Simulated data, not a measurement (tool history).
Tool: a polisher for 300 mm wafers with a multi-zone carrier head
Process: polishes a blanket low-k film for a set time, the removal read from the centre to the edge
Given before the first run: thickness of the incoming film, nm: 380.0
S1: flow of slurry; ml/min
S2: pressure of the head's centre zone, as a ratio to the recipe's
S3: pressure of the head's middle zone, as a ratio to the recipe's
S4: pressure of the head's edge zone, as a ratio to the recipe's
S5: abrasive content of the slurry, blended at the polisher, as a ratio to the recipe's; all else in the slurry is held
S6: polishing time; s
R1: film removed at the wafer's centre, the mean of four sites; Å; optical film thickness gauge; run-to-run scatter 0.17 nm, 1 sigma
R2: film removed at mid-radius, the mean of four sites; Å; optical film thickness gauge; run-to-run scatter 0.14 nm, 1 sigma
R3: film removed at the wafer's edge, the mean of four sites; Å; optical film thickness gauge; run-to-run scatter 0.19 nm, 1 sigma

| run | day | S1 | S2 | S3 | S4 | S5 | S6 | R1 | R2 | R3 |
|---|---|---|---|---|---|---|---|---|---|---|
| 1 | 0 | 240 | 1 | 1 | 1 | 1 | 86 | 332.7 | 327.56 | 318.58 |
| 2 | 0.25 | 240 | 1 | 1 | 1 | 1.15 | 86 | 351.43 | 345.36 | 340.64 |
| 3 | 0.617 | 235 | 0.99 | 0.98 | 1 | 1.1 | 84 | 330.19 | 328.28 | 325.8 |
| 4 | 0.788 | 235 | 1.05 | 0.98 | 1 | 1.1 | 84 | 355.94 | 323.24 | 326.63 |
| 5 | 1.021 | 230 | 1.04 | 0.96 | 1 | 1.05 | 82 | 336.91 | 303.23 | 313.36 |
| 6 | 1.125 | 230 | 1.04 | 0.96 | 1 | 1.05 | 68 | 280.86 | 256.72 | 261.44 |
| 7 | 1.312 | 190 | 0.94 | 0.86 | 0.91 | 0.8 | 66 | 212.09 | 197.57 | 211.34 |

Predict the results of run 8:
| 8 | 1.608 | 165 | 0.84 | 0.81 | 0.87 | 0.65 | 66 | ? | ? | ? |

For run 8 the tool returned R1 172.43 Å, R2 165.66 Å, R3 187.92 Å.

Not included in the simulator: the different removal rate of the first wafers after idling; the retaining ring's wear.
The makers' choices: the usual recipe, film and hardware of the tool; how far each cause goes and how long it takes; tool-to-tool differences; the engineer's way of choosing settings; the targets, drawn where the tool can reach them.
